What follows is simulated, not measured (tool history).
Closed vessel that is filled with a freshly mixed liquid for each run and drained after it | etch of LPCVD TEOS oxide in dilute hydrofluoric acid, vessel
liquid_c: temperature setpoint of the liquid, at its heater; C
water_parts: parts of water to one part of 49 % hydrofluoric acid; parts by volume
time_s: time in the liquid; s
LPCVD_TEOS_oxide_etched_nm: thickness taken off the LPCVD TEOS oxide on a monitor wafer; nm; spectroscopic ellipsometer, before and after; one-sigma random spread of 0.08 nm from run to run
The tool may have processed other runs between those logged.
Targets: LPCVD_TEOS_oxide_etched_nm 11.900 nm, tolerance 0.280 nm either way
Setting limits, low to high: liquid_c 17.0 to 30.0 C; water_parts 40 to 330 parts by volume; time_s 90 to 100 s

run	hour	liquid_c	water_parts	time_s	LPCVD_TEOS_oxide_etched_nm
1	0.0	22.0	185	90	22.987
2	4.3	21.0	205	90	19.504
3	8.4	23.0	205	90	21.180
4	12.5	22.0	205	90	20.046
5	19.8	20.0	205	90	18.760
6	20.8	19.5	220	90	16.739
7	27.1	19.0	230	90	15.675
8	34.4	18.5	240	90	14.407
9	37.3	18.0	245	90	13.910
10	42.0	18.0	250	90	13.581
11	45.2	18.0	255	90	13.217
12	48.8	18.0	260	90	12.683
13	50.8	17.5	265	90	12.289

Below are 4 possible settings for the next run. Only one of them brings all results inside the allowed miss of their targets. Which is it?
A	52.8	17.0	280	90	?
B	52.8	17.0	280	95	?
C	52.8	17.0	290	95	?
D	52.8	17.0	310	100	?

move	LPCVD_TEOS_oxide_etched_nm
A	11.348
B	11.978
C	11.468
D	11.106
A: carries the result that was furthest off beyond its target, to the other side
B: in spec on every target
C: carries the result that was furthest off beyond its target, to the other side
D: carries the result that was furthest off beyond its target, to the other side
The move that meets every target is B.
